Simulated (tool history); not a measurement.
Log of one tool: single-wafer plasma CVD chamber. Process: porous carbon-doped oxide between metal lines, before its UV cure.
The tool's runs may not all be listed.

run	hour	heater temperature setpoint (deg C)	RF power (kW)	deposition time (s)	mean film thickness on the monitor wafer (Å)
1	0	275	0.38	29.5	1342.7
2	4.8	284	0.38	29.5	1265.3
3	6.3	277	0.38	29.5	1320.5
4	14.9	277	0.41	29.5	1407.7
5	21.5	269	0.41	29.5	1471
6	29.4	269	0.41	28.1	1412.2
7	37	266	0.41	28.1	1441.7

The next listed run, before its measurement:
# hour 39: thermocouple changed; heater temperature recalibrated
8	39	264	0.41	28.1	?

Run 8 gave mean film thickness on the monitor wafer (Å) 1485.1.

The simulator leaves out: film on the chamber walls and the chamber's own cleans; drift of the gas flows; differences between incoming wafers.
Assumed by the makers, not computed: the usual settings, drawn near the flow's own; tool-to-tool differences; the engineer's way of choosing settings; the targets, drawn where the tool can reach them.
